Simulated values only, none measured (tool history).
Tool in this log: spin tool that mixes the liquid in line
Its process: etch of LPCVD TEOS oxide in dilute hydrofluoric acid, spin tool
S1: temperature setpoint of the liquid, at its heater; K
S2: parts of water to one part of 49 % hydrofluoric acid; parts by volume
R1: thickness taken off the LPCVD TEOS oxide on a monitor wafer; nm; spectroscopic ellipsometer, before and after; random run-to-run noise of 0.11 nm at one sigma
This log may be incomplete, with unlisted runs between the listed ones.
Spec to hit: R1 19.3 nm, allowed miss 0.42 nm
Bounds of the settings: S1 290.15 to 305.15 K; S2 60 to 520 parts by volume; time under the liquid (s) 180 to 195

Run 1, day 0: S1 297.15 K, S2 290 parts by volume, time under the liquid (s) 180. Result: R1 24.105 nm.
Run 2, day 0.167: S1 295.65 K, S2 290 parts by volume, time under the liquid (s) 180. Result: R1 22.795 nm.
Run 3, day 0.283: S1 295.65 K, S2 290 parts by volume, time under the liquid (s) 180. Result: R1 23.114 nm.
Run 4, day 0.517: S1 295.65 K, S2 220 parts by volume, time under the liquid (s) 180. Result: R1 32.554 nm.
Run 5, day 0.762: S1 299.15 K, S2 220 parts by volume, time under the liquid (s) 180. Result: R1 37.151 nm.
At day 1.1: hydrofluoric acid flow meter replaced.
Run 6, day 1.1: S1 299.15 K, S2 220 parts by volume, time under the liquid (s) 180. Result: R1 43.393 nm.
Run 7, day 1.362: S1 297.15 K, S2 225 parts by volume, time under the liquid (s) 180. Result: R1 38.932 nm.
Run 8, day 1.492: S1 295.65 K, S2 240 parts by volume, time under the liquid (s) 180. Result: R1 34.317 nm.
Run 9, day 1.542: S1 295.15 K, S2 260 parts by volume, time under the liquid (s) 180. Result: R1 30.416 nm.

Which one of the following 5 next-run settings gets every result inside its allowed miss? There is exactly one.
Run A, day 1.592: S1 296.15 K, S2 340 parts by volume, time under the liquid (s) 180. Result: R1 ?.
Run B, day 1.592: S1 294.15 K, S2 185 parts by volume, time under the liquid (s) 195. Result: R1 ?.
Run C, day 1.592: S1 294.15 K, S2 195 parts by volume, time under the liquid (s) 195. Result: R1 ?.
Run D, day 1.592: S1 293.15 K, S2 350 parts by volume, time under the liquid (s) 180. Result: R1 ?.
Run E, day 1.592: S1 301.65 K, S2 260 parts by volume, time under the liquid (s) 180. Result: R1 ?.

move      R1
   A  22.503
   B   48.39
   C  45.445
   D  19.509
   E  38.467
A: better than the last run, though not everything is in spec
B: its largest miss is bigger than the last run's
C: its largest miss is bigger than the last run's
D: in spec on every target
E: its largest miss is bigger than the last run's
The move that meets every target is D.
